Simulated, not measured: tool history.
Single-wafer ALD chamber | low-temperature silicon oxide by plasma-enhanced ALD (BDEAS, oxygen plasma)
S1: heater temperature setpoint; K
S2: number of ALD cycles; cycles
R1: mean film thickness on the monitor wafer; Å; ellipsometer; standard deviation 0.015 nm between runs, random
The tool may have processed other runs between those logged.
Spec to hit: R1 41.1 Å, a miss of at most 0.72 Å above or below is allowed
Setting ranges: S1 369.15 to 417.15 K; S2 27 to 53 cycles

{"run": 1, "hour": 0.0, "S1": 393.15, "S2": 40, "R1": 51.519}
{"run": 2, "hour": 9.0, "S1": 400.15, "S2": 40, "R1": 51.057}
{"run": 3, "hour": 9.6, "S1": 411.15, "S2": 40, "R1": 50.006}
{"run": 4, "hour": 11.8, "S1": 411.15, "S2": 39, "R1": 48.878}
{"run": 5, "hour": 20.6, "S1": 411.15, "S2": 43, "R1": 53.965}
{"run": 6, "hour": 26.5, "S1": 411.15, "S2": 40, "R1": 49.666}
{"run": 7, "hour": 32.8, "S1": 411.15, "S2": 39, "R1": 48.946}
{"run": 8, "hour": 39.0, "S1": 411.15, "S2": 39, "R1": 48.43}

Next run, 4 choices. One meets every target within its allowed miss, the rest don't. Which?
{"run": "A", "hour": 45.2, "S1": 415.15, "S2": 33, "R1": "?"}
{"run": "B", "hour": 45.2, "S1": 407.15, "S2": 34, "R1": "?"}
{"run": "C", "hour": 45.2, "S1": 413.15, "S2": 35, "R1": "?"}
{"run": "D", "hour": 45.2, "S1": 411.15, "S2": 35, "R1": "?"}

move=A R1=40.962
move=B R1=42.959
move=C R1=43.639
move=D R1=43.834
A: meets every target
B: nearer than the last run, and not there yet
C: nearer than the last run, and not there yet
D: nearer than the last run, and not there yet
A meets every target.
